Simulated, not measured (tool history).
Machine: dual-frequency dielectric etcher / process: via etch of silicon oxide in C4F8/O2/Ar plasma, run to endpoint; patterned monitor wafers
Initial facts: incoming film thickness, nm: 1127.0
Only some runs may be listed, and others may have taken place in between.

run 1 hour=0 | source_power_(W)=1790 bias_power_(W)=2799 | endpoint_time_(s)=223.6
run 2 hour=0.8 | source_power_(W)=2070 bias_power_(W)=2799 | endpoint_time_(s)=204.74
run 3 hour=2.3 | source_power_(W)=2070 bias_power_(W)=3125 | endpoint_time_(s)=201.51
run 4 hour=5.8 | source_power_(W)=1930 bias_power_(W)=3047 | endpoint_time_(s)=209.97
run 5 hour=6.6 | source_power_(W)=2120 bias_power_(W)=3047 | endpoint_time_(s)=199.55
run 6 hour=13.6 | source_power_(W)=2300 bias_power_(W)=3047 | endpoint_time_(s)=190.61
-- hour=20.5 bias power generator calibrated
run 7 hour=20.5 | source_power_(W)=2130 bias_power_(W)=2939 | endpoint_time_(s)=200
run 8 hour=22.8 | source_power_(W)=1980 bias_power_(W)=2865 | endpoint_time_(s)=211.17
run 9 hour=29.7 | source_power_(W)=1860 bias_power_(W)=2811 | endpoint_time_(s)=215.84

What will run 10 give?
run 10 hour=31.5 | source_power_(W)=1500 bias_power_(W)=2251 | endpoint_time_(s)=?

{"run 10": {"endpoint time (s)": 262.2}}

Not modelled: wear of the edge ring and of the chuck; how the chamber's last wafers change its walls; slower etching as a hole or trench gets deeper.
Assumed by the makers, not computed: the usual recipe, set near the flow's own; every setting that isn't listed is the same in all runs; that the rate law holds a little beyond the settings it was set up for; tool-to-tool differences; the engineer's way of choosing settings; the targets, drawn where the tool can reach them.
